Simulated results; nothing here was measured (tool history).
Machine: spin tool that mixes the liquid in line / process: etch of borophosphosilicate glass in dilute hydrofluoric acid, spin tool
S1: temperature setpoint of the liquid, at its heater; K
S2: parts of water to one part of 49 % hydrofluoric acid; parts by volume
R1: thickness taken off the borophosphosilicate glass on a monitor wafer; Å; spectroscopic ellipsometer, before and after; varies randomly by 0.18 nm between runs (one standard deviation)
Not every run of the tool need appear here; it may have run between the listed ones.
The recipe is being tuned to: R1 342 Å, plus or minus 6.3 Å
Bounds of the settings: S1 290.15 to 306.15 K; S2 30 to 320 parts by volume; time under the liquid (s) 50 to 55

run 1 day=0 | S1=298.15 S2=175 time_under_the_liquid_(s)=50 | R1=82.093
run 2 day=0.05 | S1=299.65 S2=145 time_under_the_liquid_(s)=50 | R1=108.44
run 3 day=0.421 | S1=301.15 S2=120 time_under_the_liquid_(s)=50 | R1=143.18
run 4 day=0.788 | S1=297.65 S2=120 time_under_the_liquid_(s)=50 | R1=125.41
run 5 day=1.05 | S1=299.15 S2=100 time_under_the_liquid_(s)=50 | R1=162.5
run 6 day=1.117 | S1=302.15 S2=100 time_under_the_liquid_(s)=50 | R1=182.53
run 7 day=1.392 | S1=306.15 S2=30 time_under_the_liquid_(s)=50 | R1=791.86
run 8 day=1.608 | S1=304.65 S2=30 time_under_the_liquid_(s)=50 | R1=748.55
run 9 day=1.975 | S1=302.65 S2=30 time_under_the_liquid_(s)=50 | R1=687.95
run 10 day=2.162 | S1=300.15 S2=30 time_under_the_liquid_(s)=50 | R1=619.39
run 11 day=2.446 | S1=298.15 S2=35 time_under_the_liquid_(s)=50 | R1=489.52
-- day=2.658 thermometer replaced
run 12 day=2.658 | S1=296.65 S2=35 time_under_the_liquid_(s)=50 | R1=476.06
run 13 day=2.688 | S1=295.65 S2=35 time_under_the_liquid_(s)=50 | R1=458.41
run 14 day=2.867 | S1=294.65 S2=35 time_under_the_liquid_(s)=50 | R1=435.86
run 15 day=3.083 | S1=293.65 S2=35 time_under_the_liquid_(s)=50 | R1=420.99
run 16 day=3.408 | S1=293.65 S2=35 time_under_the_liquid_(s)=50 | R1=418.55
run 17 day=3.646 | S1=293.15 S2=35 time_under_the_liquid_(s)=50 | R1=407.97
run 18 day=3.783 | S1=290.15 S2=45 time_under_the_liquid_(s)=50 | R1=278.42
run 19 day=4.017 | S1=290.65 S2=45 time_under_the_liquid_(s)=50 | R1=283.39
run 20 day=4.238 | S1=291.15 S2=45 time_under_the_liquid_(s)=50 | R1=289.88
run 21 day=4.442 | S1=291.65 S2=45 time_under_the_liquid_(s)=50 | R1=296.12
run 22 day=4.512 | S1=292.15 S2=45 time_under_the_liquid_(s)=50 | R1=305.25
run 23 day=4.708 | S1=292.65 S2=45 time_under_the_liquid_(s)=50 | R1=309.13
run 24 day=4.783 | S1=293.15 S2=45 time_under_the_liquid_(s)=50 | R1=315.85

Which of these 4 next moves meets every target?
run A day=4.858 | S1=299.15 S2=55 time_under_the_liquid_(s)=50 | R1=?
run B day=4.858 | S1=291.65 S2=45 time_under_the_liquid_(s)=55 | R1=?
run C day=4.858 | S1=293.15 S2=40 time_under_the_liquid_(s)=50 | R1=?
run D day=4.858 | S1=292.15 S2=40 time_under_the_liquid_(s)=50 | R1=?

move=A R1=328.19
move=B R1=326.79
move=C R1=358.58
move=D R1=343.51
A: nearer the targets than the last run, but a result is still out of spec
B: nearer the targets than the last run, but a result is still out of spec
C: takes the result that was furthest off past its target
D: meets every target
D is the move that brings every result within its allowed miss.

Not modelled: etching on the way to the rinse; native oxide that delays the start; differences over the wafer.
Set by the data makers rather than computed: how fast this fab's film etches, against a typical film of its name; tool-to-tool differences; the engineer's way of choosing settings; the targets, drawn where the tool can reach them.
